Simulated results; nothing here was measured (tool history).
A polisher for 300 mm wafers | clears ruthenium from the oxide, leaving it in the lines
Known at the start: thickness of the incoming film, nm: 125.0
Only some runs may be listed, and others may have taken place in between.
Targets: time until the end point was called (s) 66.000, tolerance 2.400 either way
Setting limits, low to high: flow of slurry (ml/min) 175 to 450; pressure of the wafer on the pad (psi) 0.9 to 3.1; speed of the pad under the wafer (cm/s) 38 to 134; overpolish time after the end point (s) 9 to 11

| run | hour | flow of slurry (ml/min) | pressure of the wafer on the pad (psi) | speed of the pad under the wafer (cm/s) | overpolish time after the end point (s) | time until the end point was called (s) |
|---|---|---|---|---|---|---|
| 1 | 0.0 | 290 | 2.0 | 86 | 11 | 119.940 |
| 2 | 4.0 | 315 | 2.0 | 86 | 11 | 121.180 |
| 3 | 12.5 | 315 | 2.0 | 74 | 11 | 137.370 |
| 4 | 14.8 | 315 | 2.3 | 78 | 11 | 118.500 |
| 5 | 19.8 | 315 | 2.5 | 86 | 11 | 98.143 |
| 6 | 27.8 | 270 | 2.5 | 86 | 11 | 99.899 |
| 7 | 30.2 | 270 | 2.7 | 90 | 11 | 90.511 |
| 8 | 36.3 | 275 | 2.8 | 94 | 11 | 84.367 |
|  | 43.2 | worn pad replaced by a new one |
| 9 | 43.2 | 275 | 2.9 | 98 | 11 | 69.024 |
| 10 | 48.7 | 280 | 2.9 | 98 | 11 | 69.584 |
| 11 | 55.3 | 290 | 2.9 | 98 | 11 | 70.028 |

5 candidate next runs follow, results not yet known. Just one meets every target within its allowed miss. Identify it.
| A | 61.9 | 290 | 2.9 | 110 | 9 | ? |
| B | 61.9 | 325 | 2.7 | 88 | 10 | ? |
| C | 61.9 | 290 | 2.9 | 96 | 11 | ? |
| D | 61.9 | 295 | 2.7 | 98 | 10 | ? |
| E | 61.9 | 300 | 2.9 | 102 | 11 | ? |

| move | time until the end point was called (s) |
|---|---|
| A | 62.584 |
| B | 82.159 |
| C | 71.465 |
| D | 74.541 |
| E | 67.189 |
A: takes the biggest miss from the last run beyond its target
B: misses by more than the last run did
C: misses by more than the last run did
D: misses by more than the last run did
E: meets every target
The right move is E.

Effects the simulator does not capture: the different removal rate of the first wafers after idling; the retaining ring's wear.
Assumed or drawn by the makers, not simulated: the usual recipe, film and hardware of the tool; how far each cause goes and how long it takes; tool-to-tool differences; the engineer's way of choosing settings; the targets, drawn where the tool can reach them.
